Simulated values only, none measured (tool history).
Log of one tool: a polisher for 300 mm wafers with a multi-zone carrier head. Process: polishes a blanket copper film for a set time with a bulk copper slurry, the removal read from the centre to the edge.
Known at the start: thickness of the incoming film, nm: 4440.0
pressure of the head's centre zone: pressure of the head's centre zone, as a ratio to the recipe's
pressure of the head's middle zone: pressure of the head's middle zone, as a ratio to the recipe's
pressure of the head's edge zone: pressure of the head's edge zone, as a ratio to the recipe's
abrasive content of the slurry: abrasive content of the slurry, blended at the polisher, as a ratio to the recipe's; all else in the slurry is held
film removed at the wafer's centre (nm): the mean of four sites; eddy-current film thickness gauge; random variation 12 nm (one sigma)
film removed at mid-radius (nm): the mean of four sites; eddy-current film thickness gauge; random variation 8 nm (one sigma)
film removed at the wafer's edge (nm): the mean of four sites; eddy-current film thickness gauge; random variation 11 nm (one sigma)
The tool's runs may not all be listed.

run,hour,flow of slurry (ml/min),pressure of the head's centre zone,pressure of the head's middle zone,pressure of the head's edge zone,abrasive content of the slurry,polishing time (s),film removed at the wafer's centre (nm),film removed at mid-radius (nm),film removed at the wafer's edge (nm)
1,0.0,255,1.00,1.00,1.00,1.00,89,888.42,893.99,850.55
2,3.7,255,1.00,1.00,1.00,1.00,71,684.54,713.38,692.30
3,5.7,255,1.00,1.00,1.04,1.00,71,683.59,709.56,697.03
4,10.3,300,1.00,1.00,1.04,1.00,71,693.07,714.77,713.10
5,11.1,305,0.99,1.01,1.06,1.05,74,756.87,777.38,754.45
6,14.9,295,0.97,1.00,1.08,1.10,77,765.48,806.17,807.82
7,18.5,300,0.96,1.00,1.09,1.15,78,762.04,809.92,830.60
8,24.6,300,0.96,1.01,1.10,1.20,79,797.69,848.45,848.83

Forecast run 9:
9,32.5,305,0.95,1.01,1.11,1.25,80,?,?,?

film removed at the wafer's centre (nm): 799.63
film removed at mid-radius (nm): 872.06
film removed at the wafer's edge (nm): 874.83
